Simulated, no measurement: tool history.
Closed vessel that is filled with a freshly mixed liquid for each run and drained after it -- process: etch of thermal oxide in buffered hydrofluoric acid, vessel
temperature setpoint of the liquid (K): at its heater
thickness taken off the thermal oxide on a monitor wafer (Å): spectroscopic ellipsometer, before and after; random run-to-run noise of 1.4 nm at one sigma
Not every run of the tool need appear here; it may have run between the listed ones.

| run | hour | temperature setpoint of the liquid (K) | parts of 40 % ammonium fluoride to one part of 49 % hydrofluoric acid (parts by volume) | time in the liquid (s) | thickness taken off the thermal oxide on a monitor wafer (Å) |
|---|---|---|---|---|---|
| 1 | 0.0 | 298.15 | 8.5 | 105 | 1288.2 |
| 2 | 6.0 | 300.15 | 8.5 | 105 | 1451.5 |
| 3 | 13.5 | 300.15 | 8.5 | 110 | 1527.5 |
| 4 | 17.4 | 298.65 | 8.5 | 110 | 1414.1 |
| 5 | 21.8 | 299.15 | 8.5 | 110 | 1448.1 |
| 6 | 25.6 | 295.65 | 8.5 | 110 | 1193.3 |
| 7 | 26.7 | 299.65 | 8.5 | 110 | 1483.6 |

Expected results for the next run?
| 8 | 31.0 | 300.15 | 8.5 | 110 | ? |

Run 8 yielded thickness taken off the thermal oxide on a monitor wafer (Å) 1531.1.

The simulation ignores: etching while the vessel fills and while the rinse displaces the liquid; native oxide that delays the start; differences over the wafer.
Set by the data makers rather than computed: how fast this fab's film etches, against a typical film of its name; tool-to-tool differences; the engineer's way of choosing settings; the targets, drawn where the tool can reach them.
